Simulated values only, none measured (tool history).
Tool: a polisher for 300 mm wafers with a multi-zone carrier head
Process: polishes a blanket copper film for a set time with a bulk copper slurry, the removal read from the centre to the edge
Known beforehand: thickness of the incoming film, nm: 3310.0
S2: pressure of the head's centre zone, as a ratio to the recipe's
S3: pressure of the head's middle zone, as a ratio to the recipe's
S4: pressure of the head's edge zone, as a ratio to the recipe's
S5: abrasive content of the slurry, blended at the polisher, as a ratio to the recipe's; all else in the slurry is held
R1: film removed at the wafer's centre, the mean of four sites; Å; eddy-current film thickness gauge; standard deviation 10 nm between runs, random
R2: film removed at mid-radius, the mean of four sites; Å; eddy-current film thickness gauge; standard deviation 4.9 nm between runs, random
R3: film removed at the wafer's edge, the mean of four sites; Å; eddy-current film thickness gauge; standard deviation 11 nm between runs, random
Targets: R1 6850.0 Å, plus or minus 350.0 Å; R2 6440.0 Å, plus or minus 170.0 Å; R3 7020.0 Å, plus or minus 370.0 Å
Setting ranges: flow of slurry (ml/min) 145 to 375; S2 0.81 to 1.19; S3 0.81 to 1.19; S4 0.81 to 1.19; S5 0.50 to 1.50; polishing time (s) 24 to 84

run 1 hour=0.0 | flow_of_slurry_(ml/min)=240 S2=1.00 S3=1.00 S4=1.00 S5=1.00 polishing_time_(s)=54 | R1=5765.9 R2=5690.8 R3=5809.8
run 2 hour=0.6 | flow_of_slurry_(ml/min)=240 S2=1.00 S3=1.07 S4=1.00 S5=1.00 polishing_time_(s)=54 | R1=5538.2 R2=5990.9 R3=5697.2
run 3 hour=4.6 | flow_of_slurry_(ml/min)=220 S2=1.00 S3=1.07 S4=1.00 S5=1.00 polishing_time_(s)=54 | R1=5873.0 R2=5957.6 R3=5867.0
run 4 hour=6.3 | flow_of_slurry_(ml/min)=220 S2=1.07 S3=1.07 S4=1.00 S5=1.00 polishing_time_(s)=54 | R1=5913.3 R2=5959.1 R3=5777.3
run 5 hour=11.5 | flow_of_slurry_(ml/min)=220 S2=1.07 S3=1.07 S4=1.00 S5=1.20 polishing_time_(s)=54 | R1=6282.8 R2=6314.8 R3=6274.5
run 6 hour=18.6 | flow_of_slurry_(ml/min)=195 S2=1.07 S3=1.07 S4=1.00 S5=1.20 polishing_time_(s)=54 | R1=6246.3 R2=6232.9 R3=5978.8
run 7 hour=22.0 | flow_of_slurry_(ml/min)=205 S2=1.08 S3=1.06 S4=1.01 S5=1.20 polishing_time_(s)=54 | R1=6402.9 R2=6224.1 R3=6010.8
run 8 hour=29.7 | flow_of_slurry_(ml/min)=220 S2=1.07 S3=1.05 S4=1.02 S5=1.25 polishing_time_(s)=54 | R1=6539.0 R2=6286.8 R3=6189.8
run 9 hour=35.8 | flow_of_slurry_(ml/min)=235 S2=1.05 S3=1.04 S4=1.03 S5=1.25 polishing_time_(s)=54 | R1=6273.4 R2=6284.3 R3=6252.1
run 10 hour=38.2 | flow_of_slurry_(ml/min)=240 S2=1.05 S3=1.03 S4=1.04 S5=1.30 polishing_time_(s)=54 | R1=6433.1 R2=6292.6 R3=6389.1

Next run, 5 choices. One meets every target within its allowed miss, the rest don't. Which?
run A hour=40.6 | flow_of_slurry_(ml/min)=205 S2=1.00 S3=0.96 S4=1.11 S5=1.50 polishing_time_(s)=57 | R1=? R2=? R3=?
run B hour=40.6 | flow_of_slurry_(ml/min)=360 S2=0.89 S3=0.95 S4=1.13 S5=1.10 polishing_time_(s)=59 | R1=? R2=? R3=?
run C hour=40.6 | flow_of_slurry_(ml/min)=345 S2=0.87 S3=1.03 S4=1.06 S5=1.50 polishing_time_(s)=56 | R1=? R2=? R3=?
run D hour=40.6 | flow_of_slurry_(ml/min)=175 S2=1.10 S3=1.04 S4=0.98 S5=1.35 polishing_time_(s)=56 | R1=? R2=? R3=?
run E hour=40.6 | flow_of_slurry_(ml/min)=285 S2=0.98 S3=1.09 S4=1.06 S5=1.35 polishing_time_(s)=51 | R1=? R2=? R3=?

move=A R1=6873.1 R2=6588.6 R3=7085.2
move=B R1=6197.4 R2=6490.8 R3=6992.4
move=C R1=6284.0 R2=7115.6 R3=7079.2
move=D R1=7011.5 R2=6560.9 R3=6424.0
move=E R1=6058.2 R2=6462.1 R3=6185.7
A: each result inside its tolerance
B: corrects the largest miss of the last run, while another result sits out of spec
C: corrects the largest miss of the last run, while another result sits out of spec
D: better than the last run, though not everything is in spec
E: further off than the last run
A is the move that brings every result within its allowed miss.
